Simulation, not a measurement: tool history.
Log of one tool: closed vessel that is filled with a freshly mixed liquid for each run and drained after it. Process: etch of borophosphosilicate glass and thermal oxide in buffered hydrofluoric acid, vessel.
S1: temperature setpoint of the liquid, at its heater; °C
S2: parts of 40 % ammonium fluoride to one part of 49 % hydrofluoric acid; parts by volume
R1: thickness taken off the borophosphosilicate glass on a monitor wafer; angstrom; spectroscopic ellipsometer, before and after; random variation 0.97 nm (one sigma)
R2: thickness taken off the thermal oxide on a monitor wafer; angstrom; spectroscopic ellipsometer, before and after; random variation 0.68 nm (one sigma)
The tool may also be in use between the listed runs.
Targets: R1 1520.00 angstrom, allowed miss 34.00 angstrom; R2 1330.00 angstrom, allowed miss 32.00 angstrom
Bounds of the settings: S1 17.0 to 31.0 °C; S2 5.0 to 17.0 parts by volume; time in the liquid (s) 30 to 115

Run 1, hour 0.0: S1 23.0 °C, S2 10.5 parts by volume, time in the liquid (s) 60. Result: R1 856.41 angstrom, R2 754.38 angstrom.
Run 2, hour 1.3: S1 25.0 °C, S2 10.0 parts by volume, time in the liquid (s) 60. Result: R1 973.78 angstrom, R2 865.75 angstrom.
Run 3, hour 2.3: S1 25.0 °C, S2 10.0 parts by volume, time in the liquid (s) 80. Result: R1 1306.00 angstrom, R2 1154.30 angstrom.
Run 4, hour 3.2: S1 25.5 °C, S2 10.0 parts by volume, time in the liquid (s) 80. Result: R1 1334.10 angstrom, R2 1186.70 angstrom.
Run 5, hour 12.1: S1 26.0 °C, S2 10.0 parts by volume, time in the liquid (s) 80. Result: R1 1396.50 angstrom, R2 1217.90 angstrom.
Run 6, hour 18.2: S1 26.0 °C, S2 10.0 parts by volume, time in the liquid (s) 95. Result: R1 1613.80 angstrom, R2 1439.30 angstrom.
Run 7, hour 26.8: S1 25.5 °C, S2 10.0 parts by volume, time in the liquid (s) 95. Result: R1 1584.90 angstrom, R2 1412.40 angstrom.
Run 8, hour 35.6: S1 25.0 °C, S2 10.0 parts by volume, time in the liquid (s) 95. Result: R1 1551.10 angstrom, R2 1368.40 angstrom.

4 next moves are on the table. One of them brings every result within its allowed miss. Which?
Run A, hour 44.4: S1 17.0 °C, S2 7.0 parts by volume, time in the liquid (s) 100. Result: R1 ?, R2 ?.
Run B, hour 44.4: S1 25.5 °C, S2 7.0 parts by volume, time in the liquid (s) 65. Result: R1 ?, R2 ?.
Run C, hour 44.4: S1 25.5 °C, S2 11.0 parts by volume, time in the liquid (s) 100. Result: R1 ?, R2 ?.
Run D, hour 44.4: S1 26.5 °C, S2 11.5 parts by volume, time in the liquid (s) 100. Result: R1 ?, R2 ?.

move       R1       R2
   A  1496.90  1318.30
   B  1547.40  1372.70
   C  1554.30  1386.30
   D  1569.50  1401.10
A: meets every target
B: further off than the last run
C: further off than the last run
D: further off than the last run
The right move is A.
